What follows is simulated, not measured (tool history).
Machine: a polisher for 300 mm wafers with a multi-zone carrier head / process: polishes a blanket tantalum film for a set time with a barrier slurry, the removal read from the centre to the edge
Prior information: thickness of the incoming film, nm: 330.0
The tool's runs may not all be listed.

| run | day | flow of slurry (ml/min) | pressure of the head's centre zone | pressure of the head's middle zone | pressure of the head's edge zone | abrasive content of the slurry | polishing time (s) | film removed at the wafer's centre (nm) | film removed at mid-radius (nm) | film removed at the wafer's edge (nm) |
|---|---|---|---|---|---|---|---|---|---|---|
| 1 | 0 | 175 | 1 | 1 | 1 | 1 | 60 | 66.491 | 71.161 | 70.102 |
| 2 | 0.021 | 175 | 1 | 1 | 0.93 | 1 | 60 | 67.204 | 69.464 | 68.287 |
| 3 | 0.275 | 170 | 0.99 | 0.99 | 0.92 | 0.9 | 57 | 62.414 | 64.418 | 62.986 |
| 4 | 0.379 | 170 | 0.99 | 0.99 | 0.92 | 1.05 | 57 | 64.472 | 65.934 | 65.753 |
| 5 | 0.554 | 165 | 0.98 | 0.98 | 0.92 | 0.95 | 54 | 58.686 | 60.485 | 60.329 |
| 6 | 0.725 | 160 | 0.97 | 0.97 | 0.91 | 0.9 | 52 | 54.446 | 58.76 | 56.878 |

The next listed run, before its measurement:
| 7 | 0.979 | 160 | 0.98 | 0.94 | 0.92 | 0.85 | 49 | ? | ? | ? |

film removed at the wafer's centre (nm): 51.001
film removed at mid-radius (nm): 51.712
film removed at the wafer's edge (nm): 53.052
